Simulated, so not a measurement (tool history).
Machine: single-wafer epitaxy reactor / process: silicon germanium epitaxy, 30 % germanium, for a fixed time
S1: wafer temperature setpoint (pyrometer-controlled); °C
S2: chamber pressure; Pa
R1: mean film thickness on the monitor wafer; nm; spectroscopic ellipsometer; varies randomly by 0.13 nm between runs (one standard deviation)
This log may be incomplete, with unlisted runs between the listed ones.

Run 1, hour 0.0: S1 580 °C, S2 2786 Pa. Result: R1 46.349 nm.
Run 2, hour 8.0: S1 580 °C, S2 3053 Pa. Result: R1 47.144 nm.
Run 3, hour 10.2: S1 575 °C, S2 3053 Pa. Result: R1 42.706 nm.
Run 4, hour 14.6: S1 569 °C, S2 3053 Pa. Result: R1 37.053 nm.
Run 5, hour 16.6: S1 562 °C, S2 3053 Pa. Result: R1 31.652 nm.
Run 6, hour 21.9: S1 562 °C, S2 3333 Pa. Result: R1 32.525 nm.
Run 7, hour 28.9: S1 561 °C, S2 3333 Pa. Result: R1 31.858 nm.
Run 8, hour 34.2: S1 560 °C, S2 3333 Pa. Result: R1 31.237 nm.

Run 9 has not been measured yet. What should we expect?
Run 9, hour 40.3: S1 559 °C, S2 3333 Pa. Result: R1 ?.

Run 9 yielded R1 30.437 nm.
